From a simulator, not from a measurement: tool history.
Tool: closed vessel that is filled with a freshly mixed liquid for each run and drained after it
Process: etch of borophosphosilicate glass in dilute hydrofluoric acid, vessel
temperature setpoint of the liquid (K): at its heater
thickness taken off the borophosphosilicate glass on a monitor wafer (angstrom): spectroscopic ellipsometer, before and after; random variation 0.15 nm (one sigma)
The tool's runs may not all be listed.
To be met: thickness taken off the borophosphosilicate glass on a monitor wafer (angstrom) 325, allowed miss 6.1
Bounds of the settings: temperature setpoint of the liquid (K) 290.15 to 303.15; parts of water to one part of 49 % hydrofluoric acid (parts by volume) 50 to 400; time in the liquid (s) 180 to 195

run	hour	temperature setpoint of the liquid (K)	parts of water to one part of 49 % hydrofluoric acid (parts by volume)	time in the liquid (s)	thickness taken off the borophosphosilicate glass on a monitor wafer (angstrom)
1	0	295.15	225	180	407.14
2	1.3	295.15	260	180	341.6
3	2	295.15	260	180	340.98
4	6.8	298.65	260	180	385.13
5	14.8	297.65	260	180	373.59
6	21.5	296.65	260	180	359.61
7	28.7	296.15	260	180	351.54
8	34.7	295.65	260	180	346.25

5 next moves are on the table. One of them brings every result within its allowed miss. Which?
A	40.7	295.65	280	185	?
B	40.7	297.65	280	195	?
C	40.7	295.65	255	185	?
D	40.7	296.65	255	180	?
E	40.7	296.65	255	190	?

move	thickness taken off the borophosphosilicate glass on a monitor wafer (angstrom)
A	325.25
B	367.96
C	365.91
D	369.11
E	389.62
A: meets every target
B: further off than the last run
C: further off than the last run
D: further off than the last run
E: further off than the last run
Answer: A
